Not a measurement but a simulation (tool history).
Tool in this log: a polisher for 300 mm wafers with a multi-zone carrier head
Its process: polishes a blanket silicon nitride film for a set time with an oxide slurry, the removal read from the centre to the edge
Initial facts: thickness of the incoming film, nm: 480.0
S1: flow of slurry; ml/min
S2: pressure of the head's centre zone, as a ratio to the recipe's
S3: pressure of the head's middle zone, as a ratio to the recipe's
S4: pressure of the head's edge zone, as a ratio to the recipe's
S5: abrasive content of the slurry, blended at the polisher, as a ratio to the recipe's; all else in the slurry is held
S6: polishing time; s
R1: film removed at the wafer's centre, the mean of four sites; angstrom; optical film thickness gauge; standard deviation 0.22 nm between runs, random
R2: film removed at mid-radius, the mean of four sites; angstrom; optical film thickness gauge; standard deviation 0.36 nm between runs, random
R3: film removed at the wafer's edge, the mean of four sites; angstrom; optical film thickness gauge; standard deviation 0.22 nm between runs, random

run	hour	S1	S2	S3	S4	S5	S6	R1	R2	R3
1	0	320	1	1	1	1	82	342.97	330.33	344.26
2	2.3	320	1	1	1	0.95	82	334.83	328.8	334.51
3	3.2	315	0.97	0.98	0.99	0.95	82	325.66	328.31	333.91
4	11.9	310	0.95	0.96	1	0.9	82	309.6	311.84	325.54
5	16.1	310	1.01	0.96	1	0.9	82	328.44	314.56	325.19
6	19.1	310	0.98	0.96	1	0.9	82	321.97	321.04	324.85

The next listed run, before its measurement:
7	24.9	265	0.88	0.86	1.02	0.75	82	?	?	?

For run 7 the tool returned R1 266.8 angstrom, R2 259.37 angstrom, R3 304.9 angstrom.
